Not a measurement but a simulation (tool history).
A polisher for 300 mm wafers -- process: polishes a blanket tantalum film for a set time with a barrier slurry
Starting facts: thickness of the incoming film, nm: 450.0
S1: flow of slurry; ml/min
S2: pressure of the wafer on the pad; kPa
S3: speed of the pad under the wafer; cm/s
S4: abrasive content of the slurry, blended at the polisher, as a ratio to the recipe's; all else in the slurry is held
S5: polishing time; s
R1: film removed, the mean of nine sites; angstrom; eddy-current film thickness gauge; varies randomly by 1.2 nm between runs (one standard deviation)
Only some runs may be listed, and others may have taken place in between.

{"run": 1, "day": 0.0, "S1": 150, "S2": 14.5, "S3": 112, "S4": 1, "S5": 62, "R1": 1120.5}
{"run": 2, "day": 0.188, "S1": 155, "S2": 15.2, "S3": 112, "S4": 1, "S5": 62, "R1": 1172.5}
{"run": 3, "day": 0.35, "S1": 160, "S2": 15.9, "S3": 112, "S4": 1, "S5": 62, "R1": 1221.4}
{"run": 4, "day": 0.462, "S1": 160, "S2": 16.5, "S3": 112, "S4": 1, "S5": 62, "R1": 1296}
{"run": 5, "day": 0.808, "S1": 160, "S2": 17.2, "S3": 112, "S4": 1, "S5": 62, "R1": 1338.1}
{"run": 6, "day": 0.896, "S1": 165, "S2": 17.9, "S3": 112, "S4": 1, "S5": 62, "R1": 1393.6}
{"run": 7, "day": 1.108, "S1": 170, "S2": 19.3, "S3": 112, "S4": 1, "S5": 62, "R1": 1534.1}

Run 8 is up next; what results do you expect?
{"run": 8, "day": 1.442, "S1": 175, "S2": 19.3, "S3": 112, "S4": 1, "S5": 62, "R1": "?"}

{"run 8": {"R1": 1507.2}}
